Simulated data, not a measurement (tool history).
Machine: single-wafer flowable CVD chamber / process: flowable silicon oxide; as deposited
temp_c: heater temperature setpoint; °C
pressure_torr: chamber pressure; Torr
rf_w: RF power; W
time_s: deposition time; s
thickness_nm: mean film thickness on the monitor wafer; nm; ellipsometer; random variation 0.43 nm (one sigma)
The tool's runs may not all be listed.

run	hour	temp_c	pressure_torr	rf_w	time_s	thickness_nm
1	0.0	100	0.936	1700	371	240.39
2	3.2	106	0.936	1700	371	190.01
3	6.4	108	0.936	1700	371	177.42
4	8.5	109	0.936	1700	371	170.47
# hour 14.7: capacitance manometer re-zeroed and calibrated
5	14.7	109	0.936	1465	371	162.99
6	19.0	110	0.936	1465	371	157.21
7	19.7	111	0.936	1465	371	151.59

What will run 8 give?
8	28.1	111	0.936	1465	371	?

Run 8 produced thickness_nm 152.17 nm.

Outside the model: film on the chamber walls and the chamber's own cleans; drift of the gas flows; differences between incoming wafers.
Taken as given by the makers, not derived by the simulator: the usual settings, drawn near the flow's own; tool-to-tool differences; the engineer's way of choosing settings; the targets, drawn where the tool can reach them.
